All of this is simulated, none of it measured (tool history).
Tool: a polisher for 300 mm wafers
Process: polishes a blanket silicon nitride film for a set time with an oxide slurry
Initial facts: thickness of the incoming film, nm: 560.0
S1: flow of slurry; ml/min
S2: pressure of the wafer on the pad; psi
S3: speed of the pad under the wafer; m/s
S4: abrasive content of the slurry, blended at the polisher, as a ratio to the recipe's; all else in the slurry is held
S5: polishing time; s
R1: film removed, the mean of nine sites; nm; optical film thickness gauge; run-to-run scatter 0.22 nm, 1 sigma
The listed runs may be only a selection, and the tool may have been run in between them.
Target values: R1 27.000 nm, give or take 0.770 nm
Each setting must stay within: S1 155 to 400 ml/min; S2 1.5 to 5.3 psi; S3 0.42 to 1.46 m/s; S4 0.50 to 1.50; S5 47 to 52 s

run	hour	S1	S2	S3	S4	S5	R1
1	0.0	255	3.4	0.94	1.00	52	33.666
2	3.2	280	3.4	0.94	1.00	52	34.051
3	10.0	280	4.2	0.94	1.00	52	41.122
4	16.3	280	3.6	0.94	1.00	52	35.309
5	16.8	280	3.3	0.94	1.00	52	32.438
6	20.6	240	3.3	0.94	1.00	52	32.264
7	25.1	240	3.1	0.94	1.00	52	30.384
8	31.2	235	3.0	0.94	1.00	52	29.210
9	36.3	230	2.9	0.94	1.00	52	28.157
10	44.4	225	2.9	0.94	1.00	52	28.637

Which single option among these 4 for the next run brings every result within its allowed miss of target? Just one does.
A	52.5	270	2.6	1.02	0.95	52	?
B	52.5	215	3.2	0.92	1.00	52	?
C	52.5	180	2.5	0.94	1.15	52	?
D	52.5	190	3.2	0.96	0.90	52	?

move	R1
A	27.197
B	30.468
C	25.234
D	29.782
A: all results land within tolerance of their targets
B: misses by more than the last run did
C: the result that was furthest off in the last run now lies on the other side of its target
D: misses by more than the last run did
Move A is the one to make.

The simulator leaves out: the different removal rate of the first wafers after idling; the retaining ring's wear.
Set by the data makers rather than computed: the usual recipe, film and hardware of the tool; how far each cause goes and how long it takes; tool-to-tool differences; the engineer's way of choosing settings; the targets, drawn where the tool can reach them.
